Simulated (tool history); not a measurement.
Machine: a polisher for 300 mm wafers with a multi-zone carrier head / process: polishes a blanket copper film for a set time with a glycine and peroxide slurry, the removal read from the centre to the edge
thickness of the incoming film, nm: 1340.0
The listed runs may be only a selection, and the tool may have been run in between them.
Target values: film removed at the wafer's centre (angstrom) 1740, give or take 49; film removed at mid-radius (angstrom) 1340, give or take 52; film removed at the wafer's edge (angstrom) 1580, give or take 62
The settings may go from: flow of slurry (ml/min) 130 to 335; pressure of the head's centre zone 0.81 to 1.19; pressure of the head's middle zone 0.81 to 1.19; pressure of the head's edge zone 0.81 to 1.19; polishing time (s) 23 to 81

run	hour	flow of slurry (ml/min)	pressure of the head's centre zone	pressure of the head's middle zone	pressure of the head's edge zone	polishing time (s)	film removed at the wafer's centre (angstrom)	film removed at mid-radius (angstrom)	film removed at the wafer's edge (angstrom)
1	0	215	1	1	1	52	2023	1958.6	1944.7
2	4.9	255	1	1	1	52	2057.5	2010	2057.8
3	6	245	1.01	0.98	1	51	2053.1	1914.6	1980.9
4	14.1	245	1.01	0.98	1	64	2511.6	2455.4	2545.8
5	20	245	0.94	0.98	1	64	2361	2461	2496.4
6	22.4	240	0.95	0.96	1	61	2250.6	2273.9	2366.9
7	24.1	235	0.96	0.94	0.99	59	2183.8	2182	2284.1
8	29.9	230	0.98	0.93	0.99	56	2173.9	2070.9	2148.1
9	37.5	230	0.99	0.92	1	53	2030.7	1882.7	2070.1
10	41.7	185	1.08	0.82	0.9	41	1662.1	1317.9	1481.2

Which single option among these 5 for the next run brings every result within its allowed miss of target? Just one does.
A	45.9	215	1.12	0.85	1.03	40	?	?	?
B	45.9	175	1.19	0.93	0.92	39	?	?	?
C	45.9	210	1.18	0.85	0.83	38	?	?	?
D	45.9	165	1.04	0.81	0.92	40	?	?	?
E	45.9	145	1.1	0.94	0.87	37	?	?	?

move	film removed at the wafer's centre (angstrom)	film removed at mid-radius (angstrom)	film removed at the wafer's edge (angstrom)
A	1713.5	1318.9	1549.1
B	1719.2	1345.2	1399.1
C	1709.2	1249.1	1328
D	1523.6	1220.6	1427.5
E	1455.1	1248.2	1264.3
A: every result within its allowed miss
B: the biggest miss grows against the last run
C: the biggest miss grows against the last run
D: the biggest miss grows against the last run
E: the biggest miss grows against the last run
Answer: A
